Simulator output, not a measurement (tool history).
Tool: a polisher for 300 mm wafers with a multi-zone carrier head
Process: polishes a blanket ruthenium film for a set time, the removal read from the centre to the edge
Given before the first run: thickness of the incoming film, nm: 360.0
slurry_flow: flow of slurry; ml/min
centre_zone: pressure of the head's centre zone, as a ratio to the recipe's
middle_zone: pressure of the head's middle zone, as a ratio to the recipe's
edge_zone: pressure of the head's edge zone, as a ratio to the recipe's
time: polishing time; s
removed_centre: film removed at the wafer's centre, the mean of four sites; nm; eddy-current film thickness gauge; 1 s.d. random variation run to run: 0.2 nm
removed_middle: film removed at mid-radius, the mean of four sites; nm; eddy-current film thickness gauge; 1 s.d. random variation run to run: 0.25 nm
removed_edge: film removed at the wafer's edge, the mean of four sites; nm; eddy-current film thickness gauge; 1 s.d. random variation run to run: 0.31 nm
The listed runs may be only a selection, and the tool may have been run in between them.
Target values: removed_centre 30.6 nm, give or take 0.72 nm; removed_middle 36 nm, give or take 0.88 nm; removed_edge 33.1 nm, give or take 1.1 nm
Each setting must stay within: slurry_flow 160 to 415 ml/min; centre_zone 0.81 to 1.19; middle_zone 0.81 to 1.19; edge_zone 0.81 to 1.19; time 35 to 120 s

Run 1, day 0: slurry_flow 265 ml/min, centre_zone 1, middle_zone 1, edge_zone 1, time 77 s. Result: removed_centre 67.129 nm, removed_middle 66.368 nm, removed_edge 64.322 nm.
Run 2, day 0.067: slurry_flow 245 ml/min, centre_zone 0.96, middle_zone 0.99, edge_zone 0.96, time 67 s. Result: removed_centre 55.813 nm, removed_middle 56.757 nm, removed_edge 54.484 nm.
Run 3, day 0.142: slurry_flow 235 ml/min, centre_zone 0.92, middle_zone 0.99, edge_zone 0.94, time 60 s. Result: removed_centre 46.986 nm, removed_middle 50.579 nm, removed_edge 48.85 nm.
Run 4, day 0.504: slurry_flow 235 ml/min, centre_zone 0.92, middle_zone 0.99, edge_zone 0.94, time 43 s. Result: removed_centre 34.066 nm, removed_middle 35.804 nm, removed_edge 34.878 nm.
Run 5, day 0.562: slurry_flow 235 ml/min, centre_zone 0.9, middle_zone 1, edge_zone 0.93, time 42 s. Result: removed_centre 32.258 nm, removed_middle 35.886 nm, removed_edge 33.605 nm.
Run 6, day 0.817: slurry_flow 235 ml/min, centre_zone 0.9, middle_zone 1, edge_zone 0.93, time 35 s. Result: removed_centre 27.026 nm, removed_middle 29.818 nm, removed_edge 28.282 nm.
Run 7, day 1.004: slurry_flow 235 ml/min, centre_zone 0.9, middle_zone 1, edge_zone 0.93, time 35 s. Result: removed_centre 26.942 nm, removed_middle 29.97 nm, removed_edge 28.294 nm.
Run 8, day 1.321: slurry_flow 230 ml/min, centre_zone 0.9, middle_zone 1.02, edge_zone 0.95, time 37 s. Result: removed_centre 28.345 nm, removed_middle 32.052 nm, removed_edge 30.344 nm.
Run 9, day 1.604: slurry_flow 225 ml/min, centre_zone 0.91, middle_zone 1.04, edge_zone 0.96, time 38 s. Result: removed_centre 29.667 nm, removed_middle 33.183 nm, removed_edge 30.71 nm.
Run 10, day 1.879: slurry_flow 225 ml/min, centre_zone 0.91, middle_zone 1.05, edge_zone 0.98, time 39 s. Result: removed_centre 30.691 nm, removed_middle 34.337 nm, removed_edge 32.199 nm.
Run 11, day 1.921: slurry_flow 225 ml/min, centre_zone 0.91, middle_zone 1.05, edge_zone 0.98, time 39 s. Result: removed_centre 30.491 nm, removed_middle 34.418 nm, removed_edge 32.202 nm.
Run 12, day 2.021: slurry_flow 225 ml/min, centre_zone 0.91, middle_zone 1.06, edge_zone 0.99, time 39 s. Result: removed_centre 30.544 nm, removed_middle 34.915 nm, removed_edge 32.192 nm.

Exercise: of the 5 proposed moves below, exactly one satisfies all targets within the stated allowed misses. Which move is it?
Run A, day 2.121: slurry_flow 300 ml/min, centre_zone 0.92, middle_zone 1.12, edge_zone 0.93, time 38 s. Result: removed_centre ?, removed_middle ?, removed_edge ?.
Run B, day 2.121: slurry_flow 220 ml/min, centre_zone 0.89, middle_zone 1.07, edge_zone 1, time 40 s. Result: removed_centre ?, removed_middle ?, removed_edge ?.
Run C, day 2.121: slurry_flow 225 ml/min, centre_zone 0.87, middle_zone 1.12, edge_zone 0.94, time 41 s. Result: removed_centre ?, removed_middle ?, removed_edge ?.
Run D, day 2.121: slurry_flow 180 ml/min, centre_zone 0.83, middle_zone 1.04, edge_zone 1.1, time 42 s. Result: removed_centre ?, removed_middle ?, removed_edge ?.
Run E, day 2.121: slurry_flow 250 ml/min, centre_zone 0.84, middle_zone 0.99, edge_zone 1.06, time 42 s. Result: removed_centre ?, removed_middle ?, removed_edge ?.

move  removed_centre  removed_middle  removed_edge
   A          30.752          36.412        30.872
   B          30.345           35.85        32.961
   C          30.483          38.302        32.836
   D          29.015          35.997        35.741
   E          30.445          35.676        35.973
A: the worst result of the last run now meets its target, but another is out of spec
B: every result within its allowed miss
C: carries the result that was furthest off beyond its target, to the other side
D: the worst result of the last run now meets its target, but another is out of spec
E: the worst result of the last run now meets its target, but another is out of spec
So the answer is move B, the one that meets all the targets.
